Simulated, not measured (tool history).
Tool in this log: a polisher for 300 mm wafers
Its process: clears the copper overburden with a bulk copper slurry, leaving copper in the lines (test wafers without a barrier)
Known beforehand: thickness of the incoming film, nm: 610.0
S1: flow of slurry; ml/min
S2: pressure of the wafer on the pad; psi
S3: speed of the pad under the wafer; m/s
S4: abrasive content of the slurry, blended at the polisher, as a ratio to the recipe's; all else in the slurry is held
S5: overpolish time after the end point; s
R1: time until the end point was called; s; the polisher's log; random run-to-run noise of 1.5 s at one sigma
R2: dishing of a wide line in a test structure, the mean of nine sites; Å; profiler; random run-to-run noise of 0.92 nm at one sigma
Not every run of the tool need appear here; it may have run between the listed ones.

run	hour	S1	S2	S3	S4	S5	R1	R2
1	0.0	265	1.8	1.02	1.0	27	111.720	440.79
2	5.6	265	1.9	1.04	1.0	24	108.130	454.50
3	9.0	265	1.9	1.04	1.0	15	107.850	372.53
4	12.0	265	2.0	1.04	1.0	15	104.520	394.13
5	17.6	200	2.0	1.04	1.0	15	104.130	386.83
6	19.0	200	2.1	1.04	1.0	15	100.580	391.79
7	22.7	200	2.2	1.04	1.0	15	96.658	399.06

What will run 8 give?
8	23.5	200	2.3	1.04	1.0	15	?	?

For run 8 the tool returned R1 92.383 s, R2 395.07 Å.

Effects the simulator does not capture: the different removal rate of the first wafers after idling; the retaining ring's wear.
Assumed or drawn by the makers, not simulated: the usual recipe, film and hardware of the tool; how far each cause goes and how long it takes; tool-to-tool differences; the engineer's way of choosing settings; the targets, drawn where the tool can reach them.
